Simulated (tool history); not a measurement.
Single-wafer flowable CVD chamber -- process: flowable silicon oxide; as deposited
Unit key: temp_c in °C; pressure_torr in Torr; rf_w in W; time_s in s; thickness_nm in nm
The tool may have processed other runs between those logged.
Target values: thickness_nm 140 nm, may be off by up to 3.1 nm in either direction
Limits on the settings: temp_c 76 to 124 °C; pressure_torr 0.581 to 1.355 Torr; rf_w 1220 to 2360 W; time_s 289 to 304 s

{"run": 1, "hour": 0.0, "temp_c": 100, "pressure_torr": 0.968, "rf_w": 1790, "time_s": 304, "thickness_nm": 216.84}
{"run": 2, "hour": 2.4, "temp_c": 100, "pressure_torr": 0.968, "rf_w": 1790, "time_s": 289, "thickness_nm": 206.16}
{"run": 3, "hour": 5.9, "temp_c": 100, "pressure_torr": 0.968, "rf_w": 1585, "time_s": 289, "thickness_nm": 200.17}
{"run": 4, "hour": 9.1, "temp_c": 100, "pressure_torr": 0.968, "rf_w": 1585, "time_s": 304, "thickness_nm": 211.64}
{"run": 5, "hour": 13.8, "temp_c": 102, "pressure_torr": 0.968, "rf_w": 1585, "time_s": 304, "thickness_nm": 198.57}
{"run": 6, "hour": 14.5, "temp_c": 102, "pressure_torr": 0.968, "rf_w": 1585, "time_s": 289, "thickness_nm": 188.63}
{"run": 7, "hour": 16.6, "temp_c": 103, "pressure_torr": 0.968, "rf_w": 1585, "time_s": 289, "thickness_nm": 184.48}
{"run": 8, "hour": 21.5, "temp_c": 104, "pressure_torr": 0.968, "rf_w": 1585, "time_s": 289, "thickness_nm": 177.62}
{"run": 9, "hour": 24.7, "temp_c": 105, "pressure_torr": 0.968, "rf_w": 1585, "time_s": 289, "thickness_nm": 173.35}
{"run": 10, "hour": 31.2, "temp_c": 106, "pressure_torr": 0.968, "rf_w": 1585, "time_s": 289, "thickness_nm": 168.84}
{"run": 11, "hour": 35.9, "temp_c": 107, "pressure_torr": 0.968, "rf_w": 1585, "time_s": 289, "thickness_nm": 163.27}
{"run": 12, "hour": 37.9, "temp_c": 108, "pressure_torr": 0.968, "rf_w": 1585, "time_s": 289, "thickness_nm": 158.25}
{"run": 13, "hour": 43.6, "temp_c": 109, "pressure_torr": 0.968, "rf_w": 1585, "time_s": 289, "thickness_nm": 154.3}

4 candidate next runs follow, results not yet known. Just one meets every target within its allowed miss. Identify it.
{"run": "A", "hour": 49.3, "temp_c": 110, "pressure_torr": 0.857, "rf_w": 1480, "time_s": 289, "thickness_nm": "?"}
{"run": "B", "hour": 49.3, "temp_c": 109, "pressure_torr": 0.828, "rf_w": 1550, "time_s": 304, "thickness_nm": "?"}
{"run": "C", "hour": 49.3, "temp_c": 115, "pressure_torr": 1.083, "rf_w": 1900, "time_s": 289, "thickness_nm": "?"}
{"run": "D", "hour": 49.3, "temp_c": 110, "pressure_torr": 0.933, "rf_w": 1445, "time_s": 298, "thickness_nm": "?"}

move=A thickness_nm=131.52
move=B thickness_nm=138.79
move=C thickness_nm=149.98
move=D thickness_nm=146.42
A: moves the result that the last run missed by most past its target, out the other side
B: in spec on every target
C: closes in on the targets versus the last run, not all within tolerance yet
D: closes in on the targets versus the last run, not all within tolerance yet
Answer: B
